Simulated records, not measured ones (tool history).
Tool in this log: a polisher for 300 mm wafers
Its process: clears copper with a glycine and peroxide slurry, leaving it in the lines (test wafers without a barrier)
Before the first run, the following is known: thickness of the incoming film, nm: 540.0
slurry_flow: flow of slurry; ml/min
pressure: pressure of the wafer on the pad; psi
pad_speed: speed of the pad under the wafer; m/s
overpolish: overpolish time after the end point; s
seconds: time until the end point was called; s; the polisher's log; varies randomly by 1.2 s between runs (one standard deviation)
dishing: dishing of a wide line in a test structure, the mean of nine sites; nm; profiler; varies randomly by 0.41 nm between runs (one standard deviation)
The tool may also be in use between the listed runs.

run,hour,slurry_flow,pressure,pad_speed,overpolish,seconds,dishing
1,0,285,3.4,1.16,13,74.946,38.64
2,6.8,270,3.2,1.2,12,75.942,35.998
3,14.6,270,3.9,1.2,12,65.351,38.579
4,19.1,270,3.9,1.38,12,58.786,39.665
5,22.4,255,3.6,1.42,11,61.065,38.167
6,30.1,255,3.6,1.42,14,60.979,40.413
7,32.2,245,3.3,1.44,13,64.18,39.035
8,33.6,235,3.1,1.46,12,67.105,38.955
9,40,260,3.3,1.34,11,68.428,36.238
10,45,340,4.3,1.02,5,68.976,23.436
11,47.3,370,3.7,0.94,4,83.029,17.994
12,49.7,365,3.7,0.94,4,82.545,18.033

Run 13, settings as shown, results not yet in. Your forecast:
13,51.7,360,3.7,0.94,4,?,?

For run 13 the tool returned seconds 83.382 s, dishing 17.434 nm.

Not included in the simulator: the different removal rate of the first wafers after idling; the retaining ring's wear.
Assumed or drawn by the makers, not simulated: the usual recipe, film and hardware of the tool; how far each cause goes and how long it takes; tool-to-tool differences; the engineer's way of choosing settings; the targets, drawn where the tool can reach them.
